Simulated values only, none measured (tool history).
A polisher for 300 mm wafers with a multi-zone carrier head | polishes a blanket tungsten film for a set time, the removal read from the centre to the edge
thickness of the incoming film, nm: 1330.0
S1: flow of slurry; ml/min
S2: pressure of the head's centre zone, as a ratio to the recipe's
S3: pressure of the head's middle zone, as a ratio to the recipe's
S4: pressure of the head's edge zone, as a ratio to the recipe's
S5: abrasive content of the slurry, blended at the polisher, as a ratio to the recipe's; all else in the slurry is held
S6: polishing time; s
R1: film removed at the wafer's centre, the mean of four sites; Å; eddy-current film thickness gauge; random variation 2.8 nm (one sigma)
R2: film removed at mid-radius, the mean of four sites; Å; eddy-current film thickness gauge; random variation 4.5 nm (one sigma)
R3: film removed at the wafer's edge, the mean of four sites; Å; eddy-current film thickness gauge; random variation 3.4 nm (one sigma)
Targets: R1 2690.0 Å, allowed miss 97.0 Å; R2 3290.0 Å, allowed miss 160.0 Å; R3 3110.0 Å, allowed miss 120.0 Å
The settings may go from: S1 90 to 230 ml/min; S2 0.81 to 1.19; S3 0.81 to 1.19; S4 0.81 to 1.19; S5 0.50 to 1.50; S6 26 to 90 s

run    day   S1    S2    S3    S4    S5  S6      R1      R2      R3
  1  0.000  150  1.00  1.00  1.00  1.00  58  2349.6  2352.5  2371.9
  2  0.254  155  0.99  1.02  1.02  1.10  59  2434.9  2467.9  2488.2
  3  0.554  160  0.97  1.04  1.03  1.15  60  2459.5  2621.7  2543.3
  4  0.629  160  0.96  1.05  1.05  1.20  61  2550.0  2714.5  2674.9
  5  0.879  160  0.96  1.10  1.05  1.20  61  2563.7  2891.9  2664.5
  6  1.021  160  0.92  1.10  1.05  1.20  61  2427.9  2850.9  2685.2
  7  1.154  165  0.92  1.11  1.07  1.25  61  2432.9  2883.1  2719.4
  8  1.375  165  0.92  1.11  1.07  1.25  61  2468.2  2844.6  2677.5
  9  1.538  160  0.91  1.11  1.07  1.30  62  2495.5  2936.6  2791.5
 10  1.867  160  0.91  1.12  1.08  1.35  62  2551.4  3038.8  2787.5
 11  2.196  160  0.90  1.12  1.09  1.35  62  2501.2  3019.0  2850.9
 12  2.358  160  0.90  1.13  1.10  1.35  62  2484.2  3086.7  2903.0
 13  2.604  160  0.91  1.13  1.11  1.35  62  2515.9  3082.2  2875.2
 14  2.904  160  0.91  1.13  1.12  1.35  62  2494.5  2997.4  2868.2
 15  3.142  160  0.91  1.13  1.13  1.35  62  2501.8  2974.4  2908.5

4 next moves are on the table. One of them brings every result within its allowed miss. Which?
  A  3.379  155  0.81  1.11  1.16  1.35  65   ?   ?   ?
  B  3.379  125  1.04  1.01  1.18  1.15  63   ?   ?   ?
  C  3.379  105  0.91  1.13  1.10  1.50  70   ?   ?   ?
  D  3.379  160  1.08  1.12  1.15  0.95  60   ?   ?   ?

move      R1      R2      R3
   A  2344.5  3124.5  3051.5
   B  2703.6  2617.4  2804.8
   C  2705.1  3277.8  3132.6
   D  2674.3  2679.6  2587.4
A: further off than the last run
B: further off than the last run
C: meets every target
D: further off than the last run
Move C is the one to make.
